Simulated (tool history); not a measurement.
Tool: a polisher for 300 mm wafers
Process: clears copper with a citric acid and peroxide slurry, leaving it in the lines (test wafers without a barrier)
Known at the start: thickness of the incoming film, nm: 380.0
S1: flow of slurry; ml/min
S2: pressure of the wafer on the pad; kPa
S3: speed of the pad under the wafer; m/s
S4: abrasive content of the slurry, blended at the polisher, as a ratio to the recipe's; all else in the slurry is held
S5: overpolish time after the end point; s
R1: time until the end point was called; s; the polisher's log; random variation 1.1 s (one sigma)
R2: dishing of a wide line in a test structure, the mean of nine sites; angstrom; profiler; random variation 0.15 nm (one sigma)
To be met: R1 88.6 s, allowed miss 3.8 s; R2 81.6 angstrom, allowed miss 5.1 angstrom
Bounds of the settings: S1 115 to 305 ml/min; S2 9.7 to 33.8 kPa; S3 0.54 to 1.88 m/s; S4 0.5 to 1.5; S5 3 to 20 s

run,hour,S1,S2,S3,S4,S5,R1,R2
1,0,195,21.4,1.2,1,10,161.35,141.03
2,5.2,195,24.8,1.2,1,10,137.12,162.85
3,8,170,24.8,1.2,1,10,143.58,158.65
4,10.7,130,24.8,1.2,1,10,154.06,151.06
5,18,130,24.8,1.2,1,7,150.3,109.78
6,20.3,165,24.8,1.22,1,6,143.98,100.61
7,23.5,220,30.3,1.38,0.9,3,105.07,70.261
8,25.1,220,31,1.38,0.9,3,103.21,70.631
9,26.1,220,31,1.38,0.9,3,101.89,70.252
10,27.1,220,31.7,1.4,0.9,3,98.989,76.081

5 next moves are on the table. One of them brings every result within its allowed miss. Which?
A,28.1,225,29.6,1.42,1.1,3,?,?
B,28.1,225,28.3,1.54,0.85,3,?,?
C,28.1,220,31,1.58,0.85,3,?,?
D,28.1,185,28.3,1.7,0.7,3,?,?
E,28.1,165,31.7,1.38,0.9,3,?,?

move,R1,R2
A,96.99,72.012
B,97.523,71.607
C,87.794,79.256
D,93.755,74.366
E,101.8,68.766
A: nearer than the last run, and not there yet
B: nearer than the last run, and not there yet
C: meets every target
D: nearer than the last run, and not there yet
E: further off than the last run
Move C is the one to make.

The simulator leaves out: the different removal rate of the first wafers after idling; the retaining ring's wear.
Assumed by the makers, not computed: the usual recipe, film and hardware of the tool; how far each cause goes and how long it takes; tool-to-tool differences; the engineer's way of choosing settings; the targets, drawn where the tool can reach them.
